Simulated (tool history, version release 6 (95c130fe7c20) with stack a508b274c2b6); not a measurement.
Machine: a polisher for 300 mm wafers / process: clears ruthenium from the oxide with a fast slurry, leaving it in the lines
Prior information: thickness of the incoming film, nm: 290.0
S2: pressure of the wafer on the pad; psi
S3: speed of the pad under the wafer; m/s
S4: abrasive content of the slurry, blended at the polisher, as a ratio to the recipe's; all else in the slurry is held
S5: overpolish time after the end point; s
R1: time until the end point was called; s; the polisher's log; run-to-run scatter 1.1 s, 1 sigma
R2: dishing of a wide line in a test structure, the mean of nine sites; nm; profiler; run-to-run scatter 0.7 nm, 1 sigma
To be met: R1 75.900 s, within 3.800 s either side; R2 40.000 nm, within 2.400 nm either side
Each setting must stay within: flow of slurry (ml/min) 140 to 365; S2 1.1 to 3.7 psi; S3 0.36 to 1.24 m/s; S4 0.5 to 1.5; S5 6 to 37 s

Run 1, hour 0.0: flow of slurry (ml/min) 235, S2 2.4 psi, S3 0.80 m/s, S4 1.0, S5 19 s. Result: R1 106.770 s, R2 30.628 nm.
Run 2, hour 8.8: flow of slurry (ml/min) 235, S2 2.5 psi, S3 0.80 m/s, S4 1.0, S5 19 s. Result: R1 100.860 s, R2 31.019 nm.
Run 3, hour 13.1: flow of slurry (ml/min) 235, S2 2.0 psi, S3 0.80 m/s, S4 1.0, S5 19 s. Result: R1 125.870 s, R2 28.019 nm.
Run 4, hour 20.7: flow of slurry (ml/min) 235, S2 2.5 psi, S3 0.80 m/s, S4 1.0, S5 19 s. Result: R1 103.370 s, R2 30.909 nm.
Run 5, hour 27.4: flow of slurry (ml/min) 235, S2 2.6 psi, S3 0.80 m/s, S4 1.0, S5 20 s. Result: R1 97.369 s, R2 33.023 nm.
Run 6, hour 34.1: flow of slurry (ml/min) 235, S2 2.7 psi, S3 0.80 m/s, S4 1.0, S5 20 s. Result: R1 95.592 s, R2 33.250 nm.
Run 7, hour 39.4: flow of slurry (ml/min) 235, S2 2.8 psi, S3 0.80 m/s, S4 1.0, S5 20 s. Result: R1 90.538 s, R2 34.712 nm.
Run 8, hour 40.5: flow of slurry (ml/min) 235, S2 2.9 psi, S3 0.80 m/s, S4 1.0, S5 20 s. Result: R1 86.875 s, R2 34.326 nm.
Run 9, hour 48.3: flow of slurry (ml/min) 235, S2 2.9 psi, S3 0.80 m/s, S4 1.0, S5 20 s. Result: R1 85.537 s, R2 35.095 nm.
Run 10, hour 55.5: flow of slurry (ml/min) 235, S2 3.0 psi, S3 0.80 m/s, S4 1.0, S5 21 s. Result: R1 84.088 s, R2 37.246 nm.
Run 11, hour 62.0: flow of slurry (ml/min) 235, S2 3.1 psi, S3 0.80 m/s, S4 1.0, S5 21 s. Result: R1 83.353 s, R2 35.717 nm.

Of the 5 settings listed for the next run, only one would bring every result within its allowed miss of target. Which one?
Run A, hour 68.5: flow of slurry (ml/min) 225, S2 3.2 psi, S3 0.82 m/s, S4 1.1, S5 23 s. Result: R1 ?, R2 ?.
Run B, hour 68.5: flow of slurry (ml/min) 190, S2 3.1 psi, S3 0.92 m/s, S4 0.9, S5 17 s. Result: R1 ?, R2 ?.
Run C, hour 68.5: flow of slurry (ml/min) 195, S2 3.1 psi, S3 0.74 m/s, S4 0.9, S5 29 s. Result: R1 ?, R2 ?.
Run D, hour 68.5: flow of slurry (ml/min) 220, S2 3.2 psi, S3 0.68 m/s, S4 0.9, S5 28 s. Result: R1 ?, R2 ?.
Run E, hour 68.5: flow of slurry (ml/min) 205, S2 3.2 psi, S3 0.72 m/s, S4 0.9, S5 18 s. Result: R1 ?, R2 ?.

move      R1      R2
   A  74.104  40.914
   B  74.447  35.492
   C  91.692  41.223
   D  95.179  40.018
   E  90.762  32.854
A: in spec on every target
B: the worst result of the last run now meets its target, but another is out of spec
C: the biggest miss grows against the last run
D: the biggest miss grows against the last run
E: the biggest miss grows against the last run
So the answer is move A, the one that meets all the targets.
